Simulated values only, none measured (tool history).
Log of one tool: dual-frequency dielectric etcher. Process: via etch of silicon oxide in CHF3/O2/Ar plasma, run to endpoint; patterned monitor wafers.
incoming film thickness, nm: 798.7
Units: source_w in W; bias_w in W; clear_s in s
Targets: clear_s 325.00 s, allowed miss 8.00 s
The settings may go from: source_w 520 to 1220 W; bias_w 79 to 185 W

run  hour  source_w  bias_w  clear_s
  1   0.0       870     132   360.68
  2   3.0      1010     132   346.57
  3   5.5      1030     133   350.28
  4  10.3      1100     133   340.67
  5  14.9      1110     135   341.32
  6  21.0      1110     122   349.00
  7  27.1      1130     125   347.82
  8  29.3      1140     128   337.08
  9  38.0      1150     129   336.48
 10  43.8      1160     130   335.80
 11  49.7      1170     131   336.92
 12  55.3      1180     133   339.84

Which of these 5 next moves meets every target?
  A  60.9      1220     170        ?
  B  60.9      1220     176        ?
  C  60.9      1220     177        ?
  D  60.9      1220     165        ?
  E  60.9      1220     137        ?

move  clear_s
   A   306.67
   B   303.18
   C   302.61
   D   309.69
   E   328.73
A: takes the result that was furthest off past its target
B: takes the result that was furthest off past its target
C: takes the result that was furthest off past its target
D: takes the result that was furthest off past its target
E: meets every target
Move E is the one to make.

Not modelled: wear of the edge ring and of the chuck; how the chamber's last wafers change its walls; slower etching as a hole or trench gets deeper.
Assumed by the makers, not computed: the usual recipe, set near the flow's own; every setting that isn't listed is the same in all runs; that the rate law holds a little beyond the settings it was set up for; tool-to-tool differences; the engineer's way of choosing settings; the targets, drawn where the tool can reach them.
